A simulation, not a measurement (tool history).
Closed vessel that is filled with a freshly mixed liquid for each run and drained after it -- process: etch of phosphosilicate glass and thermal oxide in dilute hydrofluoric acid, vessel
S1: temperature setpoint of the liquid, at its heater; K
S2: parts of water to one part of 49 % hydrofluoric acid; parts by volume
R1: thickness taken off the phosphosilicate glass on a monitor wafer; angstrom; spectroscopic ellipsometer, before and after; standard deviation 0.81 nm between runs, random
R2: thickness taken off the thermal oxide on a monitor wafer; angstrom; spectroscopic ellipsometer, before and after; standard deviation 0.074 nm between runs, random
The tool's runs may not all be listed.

{"run": 1, "day": 0.0, "S1": 297.15, "S2": 65, "time in the liquid (s)": 60, "R1": 1251.5, "R2": 44.946}
{"run": 2, "day": 0.183, "S1": 298.15, "S2": 65, "time in the liquid (s)": 60, "R1": 1303.5, "R2": 46.72}
{"run": 3, "day": 0.479, "S1": 298.15, "S2": 75, "time in the liquid (s)": 60, "R1": 1105.8, "R2": 39.713}
{"run": 4, "day": 0.858, "S1": 299.15, "S2": 70, "time in the liquid (s)": 60, "R1": 1254.5, "R2": 45.958}
{"run": 5, "day": 0.921, "S1": 299.65, "S2": 65, "time in the liquid (s)": 60, "R1": 1370.5, "R2": 50.41}
{"run": 6, "day": 1.258, "S1": 303.15, "S2": 65, "time in the liquid (s)": 60, "R1": 1583.5, "R2": 57.624}

Run 7, settings as shown, results not yet in. Your forecast:
{"run": 7, "day": 1.4, "S1": 303.65, "S2": 60, "time in the liquid (s)": 60, "R1": "?", "R2": "?"}

Run 7 produced R1 1759.8 angstrom, R2 62.62 angstrom.

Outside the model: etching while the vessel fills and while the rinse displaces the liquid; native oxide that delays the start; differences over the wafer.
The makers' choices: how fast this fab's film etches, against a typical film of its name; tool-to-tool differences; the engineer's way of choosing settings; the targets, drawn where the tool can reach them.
